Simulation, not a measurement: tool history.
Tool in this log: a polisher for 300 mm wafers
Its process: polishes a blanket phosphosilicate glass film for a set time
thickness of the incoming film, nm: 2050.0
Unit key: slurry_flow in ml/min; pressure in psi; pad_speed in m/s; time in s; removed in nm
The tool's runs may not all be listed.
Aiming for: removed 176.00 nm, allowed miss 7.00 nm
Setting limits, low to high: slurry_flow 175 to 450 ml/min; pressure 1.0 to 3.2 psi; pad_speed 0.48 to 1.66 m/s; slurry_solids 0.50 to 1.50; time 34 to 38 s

run,hour,slurry_flow,pressure,pad_speed,slurry_solids,time,removed
1,0.0,290,2.1,1.06,1.00,38,271.19
2,3.0,290,1.9,1.06,1.00,38,248.01
3,5.3,290,1.8,1.06,1.00,38,238.42
4,12.3,290,1.7,1.06,1.00,38,234.59
5,16.5,290,1.6,1.04,1.00,38,218.80
6,23.6,290,1.5,1.04,1.00,38,210.88
7,25.2,290,1.4,1.04,1.00,38,199.83
8,31.5,290,1.3,1.04,1.00,38,190.73

Which single option among these 4 for the next run brings every result within its allowed miss of target? Just one does.
A,37.8,265,1.0,1.22,0.95,37,?
B,37.8,330,1.0,1.06,1.05,36,?
C,37.8,275,1.1,1.30,0.80,38,?
D,37.8,290,1.0,1.08,1.10,35,?

move,removed
A,175.62
B,163.43
C,184.57
D,162.61
A: hits every target within its allowed miss
B: moves the result that the last run missed by most past its target, out the other side
C: moves toward the targets from the last run without getting all of them in spec
D: moves the result that the last run missed by most past its target, out the other side
Answer: A
